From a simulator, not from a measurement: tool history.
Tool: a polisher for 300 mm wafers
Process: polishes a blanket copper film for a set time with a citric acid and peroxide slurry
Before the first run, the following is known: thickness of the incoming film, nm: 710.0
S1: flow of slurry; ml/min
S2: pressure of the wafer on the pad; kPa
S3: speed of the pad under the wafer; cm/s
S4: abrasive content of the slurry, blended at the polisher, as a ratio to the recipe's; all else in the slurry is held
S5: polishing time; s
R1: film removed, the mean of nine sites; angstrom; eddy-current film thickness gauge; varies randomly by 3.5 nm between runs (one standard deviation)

run 1 hour=0.0 | S1=305 S2=29.0 S3=102 S4=1.0 S5=108 | R1=3591.1
run 2 hour=5.2 | S1=305 S2=27.6 S3=102 S4=1.0 S5=108 | R1=3452.4
run 3 hour=7.8 | S1=305 S2=26.2 S3=102 S4=1.0 S5=108 | R1=3238.6
run 4 hour=8.7 | S1=305 S2=25.5 S3=102 S4=1.0 S5=108 | R1=3252.4
run 5 hour=12.2 | S1=305 S2=25.5 S3=102 S4=1.0 S5=114 | R1=3404.8
run 6 hour=15.2 | S1=240 S2=25.5 S3=102 S4=1.0 S5=114 | R1=3275.5
run 7 hour=19.5 | S1=240 S2=24.8 S3=102 S4=1.0 S5=114 | R1=3169.3
run 8 hour=21.3 | S1=240 S2=24.1 S3=102 S4=1.0 S5=114 | R1=3081.0
run 9 hour=25.6 | S1=240 S2=23.4 S3=102 S4=1.0 S5=114 | R1=3013.6

What does the tool deliver on the next run?
-- hour=29.2 slurry blender recalibrated
run 10 hour=29.2 | S1=240 S2=22.8 S3=102 S4=1.0 S5=114 | R1=?

R1: 3216.2 angstrom
